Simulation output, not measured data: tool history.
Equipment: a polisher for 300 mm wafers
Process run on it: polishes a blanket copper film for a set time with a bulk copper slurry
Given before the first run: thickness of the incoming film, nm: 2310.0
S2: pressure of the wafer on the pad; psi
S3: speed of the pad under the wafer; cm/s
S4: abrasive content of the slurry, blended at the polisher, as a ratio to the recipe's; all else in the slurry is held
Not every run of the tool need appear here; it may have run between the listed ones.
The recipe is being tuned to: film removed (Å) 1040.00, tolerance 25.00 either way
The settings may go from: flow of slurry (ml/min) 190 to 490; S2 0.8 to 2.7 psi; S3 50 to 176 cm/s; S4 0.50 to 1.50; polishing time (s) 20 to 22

run 1 hour=0.0 | flow_of_slurry_(ml/min)=315 S2=1.7 S3=112 S4=1.00 polishing_time_(s)=22 | film_removed_(Å)=1589.30
run 2 hour=2.2 | flow_of_slurry_(ml/min)=315 S2=1.7 S3=112 S4=0.90 polishing_time_(s)=22 | film_removed_(Å)=1554.00
run 3 hour=3.3 | flow_of_slurry_(ml/min)=315 S2=1.7 S3=112 S4=0.90 polishing_time_(s)=22 | film_removed_(Å)=1531.40
run 4 hour=9.4 | flow_of_slurry_(ml/min)=315 S2=1.7 S3=112 S4=0.90 polishing_time_(s)=22 | film_removed_(Å)=1537.40
run 5 hour=18.4 | flow_of_slurry_(ml/min)=315 S2=1.6 S3=112 S4=0.90 polishing_time_(s)=22 | film_removed_(Å)=1486.20
run 6 hour=24.2 | flow_of_slurry_(ml/min)=315 S2=1.6 S3=112 S4=0.90 polishing_time_(s)=22 | film_removed_(Å)=1478.60
run 7 hour=31.9 | flow_of_slurry_(ml/min)=315 S2=1.5 S3=112 S4=0.90 polishing_time_(s)=22 | film_removed_(Å)=1432.30
-- hour=39.3 slurry nozzle cleaned
run 8 hour=39.3 | flow_of_slurry_(ml/min)=315 S2=1.4 S3=112 S4=0.90 polishing_time_(s)=22 | film_removed_(Å)=1366.80
run 9 hour=46.7 | flow_of_slurry_(ml/min)=305 S2=0.9 S3=112 S4=0.90 polishing_time_(s)=22 | film_removed_(Å)=1070.30

Exercise: of the 4 proposed moves below, exactly one satisfies all targets within the stated allowed misses. Which move is it?
run A hour=54.1 | flow_of_slurry_(ml/min)=360 S2=0.8 S3=116 S4=0.95 polishing_time_(s)=20 | film_removed_(Å)=?
run B hour=54.1 | flow_of_slurry_(ml/min)=305 S2=0.9 S3=102 S4=0.90 polishing_time_(s)=22 | film_removed_(Å)=?
run C hour=54.1 | flow_of_slurry_(ml/min)=195 S2=1.0 S3=108 S4=0.80 polishing_time_(s)=22 | film_removed_(Å)=?
run D hour=54.1 | flow_of_slurry_(ml/min)=285 S2=0.9 S3=104 S4=0.80 polishing_time_(s)=22 | film_removed_(Å)=?

move=A film_removed_(Å)=970.29
move=B film_removed_(Å)=974.51
move=C film_removed_(Å)=1018.80
move=D film_removed_(Å)=961.58
A: the result that was furthest off in the last run now lies on the other side of its target
B: the result that was furthest off in the last run now lies on the other side of its target
C: every result within its allowed miss
D: the result that was furthest off in the last run now lies on the other side of its target
The move that meets every target is C.
